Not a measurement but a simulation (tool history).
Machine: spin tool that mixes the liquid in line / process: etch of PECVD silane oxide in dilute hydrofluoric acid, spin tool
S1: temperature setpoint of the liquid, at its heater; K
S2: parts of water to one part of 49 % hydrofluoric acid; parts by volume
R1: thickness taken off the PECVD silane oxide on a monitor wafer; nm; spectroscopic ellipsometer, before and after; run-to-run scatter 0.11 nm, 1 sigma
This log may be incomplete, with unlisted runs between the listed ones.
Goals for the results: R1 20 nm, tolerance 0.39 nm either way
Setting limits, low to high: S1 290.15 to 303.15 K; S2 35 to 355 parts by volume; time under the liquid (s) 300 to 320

{"run": 1, "hour": 0.0, "S1": 295.15, "S2": 195, "time under the liquid (s)": 300, "R1": 26.631}
{"run": 2, "hour": 5.9, "S1": 295.15, "S2": 240, "time under the liquid (s)": 300, "R1": 20.776}
{"run": 3, "hour": 12.3, "S1": 293.15, "S2": 240, "time under the liquid (s)": 300, "R1": 19.099}
{"run": 4, "hour": 13.5, "S1": 293.65, "S2": 240, "time under the liquid (s)": 300, "R1": 19.586}
{"run": 5, "hour": 17.6, "S1": 293.65, "S2": 185, "time under the liquid (s)": 300, "R1": 26.928}
{"run": 6, "hour": 20.5, "S1": 295.65, "S2": 185, "time under the liquid (s)": 300, "R1": 28.892}
{"run": 7, "hour": 29.1, "S1": 294.15, "S2": 195, "time under the liquid (s)": 300, "R1": 25.772}
{"run": 8, "hour": 36.9, "S1": 293.15, "S2": 200, "time under the liquid (s)": 300, "R1": 23.93}
{"run": 9, "hour": 42.9, "S1": 293.15, "S2": 200, "time under the liquid (s)": 300, "R1": 24.202}
{"run": 10, "hour": 46.2, "S1": 292.15, "S2": 205, "time under the liquid (s)": 300, "R1": 22.124}
{"run": 11, "hour": 52.7, "S1": 291.65, "S2": 205, "time under the liquid (s)": 300, "R1": 21.955}
{"run": 12, "hour": 60.3, "S1": 291.15, "S2": 205, "time under the liquid (s)": 300, "R1": 21.477}
{"run": 13, "hour": 67.5, "S1": 291.15, "S2": 205, "time under the liquid (s)": 300, "R1": 21.476}

Consider the 4 candidate settings below. Which is the only one whose results all fall within their allowed miss of target?
{"run": "A", "hour": 74.7, "S1": 290.65, "S2": 195, "time under the liquid (s)": 320, "R1": "?"}
{"run": "B", "hour": 74.7, "S1": 296.15, "S2": 230, "time under the liquid (s)": 300, "R1": "?"}
{"run": "C", "hour": 74.7, "S1": 291.65, "S2": 195, "time under the liquid (s)": 300, "R1": "?"}
{"run": "D", "hour": 74.7, "S1": 292.65, "S2": 240, "time under the liquid (s)": 320, "R1": "?"}

move=A R1=23.999
move=B R1=22.749
move=C R1=23.407
move=D R1=20.21
A: the biggest miss grows against the last run
B: the biggest miss grows against the last run
C: the biggest miss grows against the last run
D: all results land within tolerance of their targets
The right move is D.
